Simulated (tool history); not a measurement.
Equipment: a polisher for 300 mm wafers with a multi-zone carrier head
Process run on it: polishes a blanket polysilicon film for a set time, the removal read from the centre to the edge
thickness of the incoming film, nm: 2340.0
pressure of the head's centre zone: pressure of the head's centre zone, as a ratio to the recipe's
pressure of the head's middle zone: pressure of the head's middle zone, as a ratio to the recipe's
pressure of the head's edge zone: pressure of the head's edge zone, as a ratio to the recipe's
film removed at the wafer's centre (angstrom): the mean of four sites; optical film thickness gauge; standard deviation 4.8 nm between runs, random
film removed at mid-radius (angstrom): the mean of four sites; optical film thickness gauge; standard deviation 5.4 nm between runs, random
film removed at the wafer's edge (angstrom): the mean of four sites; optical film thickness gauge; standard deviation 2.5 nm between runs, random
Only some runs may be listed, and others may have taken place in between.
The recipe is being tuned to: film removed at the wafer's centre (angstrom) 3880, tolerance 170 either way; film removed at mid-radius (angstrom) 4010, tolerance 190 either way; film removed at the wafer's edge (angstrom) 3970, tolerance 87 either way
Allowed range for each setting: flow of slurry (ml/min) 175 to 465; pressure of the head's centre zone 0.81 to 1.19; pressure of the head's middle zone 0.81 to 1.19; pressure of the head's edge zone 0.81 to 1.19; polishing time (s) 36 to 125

run	hour	flow of slurry (ml/min)	pressure of the head's centre zone	pressure of the head's middle zone	pressure of the head's edge zone	polishing time (s)	film removed at the wafer's centre (angstrom)	film removed at mid-radius (angstrom)	film removed at the wafer's edge (angstrom)
1	0	295	1	1	1	80	7950.6	7871.2	7763.5
2	4.8	295	1	1	1	100	9688.2	10024	9657.9
3	12	260	0.94	0.97	0.94	81	7268.8	7731.5	7517
4	12.9	235	0.92	0.94	0.9	68	5858.1	6373.8	6089.1
5	16.2	235	0.87	0.94	0.9	68	5523.5	6314.3	6129.9
6	19.9	235	0.87	0.94	0.9	85	6915.4	7964.6	7680.5
7	21.3	230	0.88	0.92	0.88	71	5773.3	6663	6308.1
8	30.1	215	0.9	0.9	0.89	61	4959.9	5545	5399
9	33.6	190	0.95	0.84	0.81	39	3321.9	3288.5	3247.5
10	42.1	240	0.94	0.85	0.83	39	3392.8	3324.2	3412.8
11	42.7	265	0.94	0.89	0.85	39	3463	3555.3	3487.3

5 candidate next runs follow, results not yet known. Just one meets every target within its allowed miss. Identify it.
A	43.3	185	0.95	0.91	0.88	46	?	?	?
B	43.3	295	0.9	0.83	0.94	45	?	?	?
C	43.3	355	0.9	0.82	1.03	40	?	?	?
D	43.3	225	0.87	0.99	0.87	48	?	?	?
E	43.3	270	0.94	0.91	0.81	47	?	?	?

move	film removed at the wafer's centre (angstrom)	film removed at mid-radius (angstrom)	film removed at the wafer's edge (angstrom)
A	3903.6	4081.9	3969.9
B	3899.2	4044.2	4214.4
C	3535.6	3633.6	3968.7
D	3870.8	4642.5	4220
E	4209.4	4419.3	4080.7
A: every result lands within tolerance
B: moves the result that the last run missed by most past its target, out the other side
C: the worst result of the last run now meets its target, but another is out of spec
D: moves the result that the last run missed by most past its target, out the other side
E: moves the result that the last run missed by most past its target, out the other side
Answer: A
